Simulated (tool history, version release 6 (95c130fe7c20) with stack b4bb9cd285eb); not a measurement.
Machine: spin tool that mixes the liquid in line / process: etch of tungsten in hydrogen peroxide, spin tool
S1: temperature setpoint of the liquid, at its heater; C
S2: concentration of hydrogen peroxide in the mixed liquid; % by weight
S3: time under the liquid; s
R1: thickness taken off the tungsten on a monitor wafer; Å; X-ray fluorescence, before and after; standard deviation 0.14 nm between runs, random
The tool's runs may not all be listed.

run,hour,S1,S2,S3,R1
1,0.0,57.0,17,15,196.73
2,6.7,55.5,17,15,177.67
3,9.3,58.5,17,15,208.08
4,17.7,56.5,17,15,186.16
5,23.8,55.0,17,15,176.12
6,24.8,55.0,17,15,172.79
7,29.8,54.0,17,15,161.72

Forecast run 8:
8,30.3,53.5,17,15,?

R1: 158.24 Å
